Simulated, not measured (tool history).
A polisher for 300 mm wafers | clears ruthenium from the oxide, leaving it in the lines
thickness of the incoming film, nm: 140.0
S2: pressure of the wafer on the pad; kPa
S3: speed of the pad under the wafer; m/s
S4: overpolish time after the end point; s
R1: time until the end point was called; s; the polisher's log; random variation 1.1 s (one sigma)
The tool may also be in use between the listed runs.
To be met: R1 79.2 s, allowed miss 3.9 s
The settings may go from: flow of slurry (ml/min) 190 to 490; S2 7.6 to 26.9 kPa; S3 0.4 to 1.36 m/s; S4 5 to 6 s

run 1 hour=0 | flow_of_slurry_(ml/min)=315 S2=17.2 S3=0.88 S4=6 | R1=134.72
run 2 hour=5.2 | flow_of_slurry_(ml/min)=315 S2=18.6 S3=0.88 S4=6 | R1=127.1
run 3 hour=9.9 | flow_of_slurry_(ml/min)=315 S2=20 S3=0.9 S4=6 | R1=114.84
run 4 hour=14 | flow_of_slurry_(ml/min)=315 S2=20 S3=0.98 S4=6 | R1=105.38
run 5 hour=19 | flow_of_slurry_(ml/min)=315 S2=15.9 S3=0.98 S4=6 | R1=131.79
run 6 hour=24.8 | flow_of_slurry_(ml/min)=315 S2=15.9 S3=0.98 S4=6 | R1=131.72
-- hour=25.4 worn pad replaced by a new one
run 7 hour=25.4 | flow_of_slurry_(ml/min)=315 S2=17.2 S3=0.98 S4=6 | R1=110.11
run 8 hour=34.4 | flow_of_slurry_(ml/min)=315 S2=17.9 S3=0.98 S4=6 | R1=108.51
run 9 hour=42.8 | flow_of_slurry_(ml/min)=315 S2=18.6 S3=0.98 S4=6 | R1=101.05
run 10 hour=47.2 | flow_of_slurry_(ml/min)=315 S2=19.3 S3=0.98 S4=6 | R1=101.56
run 11 hour=51.3 | flow_of_slurry_(ml/min)=315 S2=20 S3=0.98 S4=6 | R1=97.674
run 12 hour=60 | flow_of_slurry_(ml/min)=315 S2=20.7 S3=0.98 S4=6 | R1=92.124
run 13 hour=68.8 | flow_of_slurry_(ml/min)=315 S2=21.4 S3=0.98 S4=6 | R1=91.574
run 14 hour=75.5 | flow_of_slurry_(ml/min)=315 S2=22.1 S3=0.98 S4=6 | R1=86.595
run 15 hour=81.8 | flow_of_slurry_(ml/min)=315 S2=22.8 S3=0.98 S4=6 | R1=83.765

5 next moves are on the table. One of them brings every result within its allowed miss. Which?
run A hour=88.1 | flow_of_slurry_(ml/min)=275 S2=20 S3=1 S4=5 | R1=?
run B hour=88.1 | flow_of_slurry_(ml/min)=300 S2=21.4 S3=1.02 S4=6 | R1=?
run C hour=88.1 | flow_of_slurry_(ml/min)=285 S2=20 S3=1.08 S4=5 | R1=?
run D hour=88.1 | flow_of_slurry_(ml/min)=235 S2=21.4 S3=1.04 S4=5 | R1=?
run E hour=88.1 | flow_of_slurry_(ml/min)=220 S2=22.8 S3=1.1 S4=5 | R1=?

move=A R1=96.899
move=B R1=88.505
move=C R1=89.662
move=D R1=88.467
move=E R1=79.225
A: further off than the last run
B: further off than the last run
C: further off than the last run
D: further off than the last run
E: meets every target
Move E is the one to make.
